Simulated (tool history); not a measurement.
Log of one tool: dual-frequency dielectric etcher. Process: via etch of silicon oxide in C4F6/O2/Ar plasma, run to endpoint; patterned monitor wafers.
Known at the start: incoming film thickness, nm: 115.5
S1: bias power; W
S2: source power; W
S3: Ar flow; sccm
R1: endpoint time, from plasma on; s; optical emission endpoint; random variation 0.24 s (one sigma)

run	hour	S1	S2	S3	R1
1	0	619	410	232	22.747
2	7.9	619	350	232	24.972
3	11.7	701	350	232	23.523
4	14	701	290	232	25.437
5	20.6	701	330	232	24.845
6	27.9	701	330	259	24.491
7	31.4	690	330	259	24.798
8	39.9	680	330	259	24.767

Run 9 comes next. What will it give?
9	47.3	670	330	259	?

R1: 24.728 s
